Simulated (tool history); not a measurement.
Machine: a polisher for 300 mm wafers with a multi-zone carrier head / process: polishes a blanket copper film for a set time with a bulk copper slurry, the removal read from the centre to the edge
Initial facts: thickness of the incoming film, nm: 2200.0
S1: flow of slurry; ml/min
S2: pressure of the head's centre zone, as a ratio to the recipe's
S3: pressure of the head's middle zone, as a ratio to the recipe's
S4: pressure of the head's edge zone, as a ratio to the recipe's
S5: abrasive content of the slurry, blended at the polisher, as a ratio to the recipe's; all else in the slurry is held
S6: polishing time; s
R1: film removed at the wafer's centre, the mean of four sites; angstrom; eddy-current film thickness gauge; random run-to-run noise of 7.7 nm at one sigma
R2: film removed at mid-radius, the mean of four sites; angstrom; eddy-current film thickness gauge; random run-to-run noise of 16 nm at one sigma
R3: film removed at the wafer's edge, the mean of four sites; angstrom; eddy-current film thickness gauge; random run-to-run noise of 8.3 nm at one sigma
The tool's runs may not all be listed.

run,hour,S1,S2,S3,S4,S5,S6,R1,R2,R3
1,0,300,1,1,1,1,79,8480.7,8339,8215.5
2,4.6,300,0.99,1.02,1.02,1.05,80,8623.8,8741.8,8487.2
3,5.3,300,0.98,1.03,1.04,1.1,81,8649.6,9007.1,8781.4
4,13.8,305,0.98,1.04,1.06,1.15,82,8993.8,9277.4,9041.4
5,18.3,360,0.98,1.04,1.06,1.15,82,8985.2,9065.9,9075.5
6,25.3,355,0.97,1.05,1.07,1.2,83,9210.9,9548.3,9338.6

Run 7 has not been measured yet. What should we expect?
7,26.5,355,0.96,1.05,1.08,1.25,84,?,?,?

R1: 9437.5 angstrom
R2: 9742.3 angstrom
R3: 9526.7 angstrom
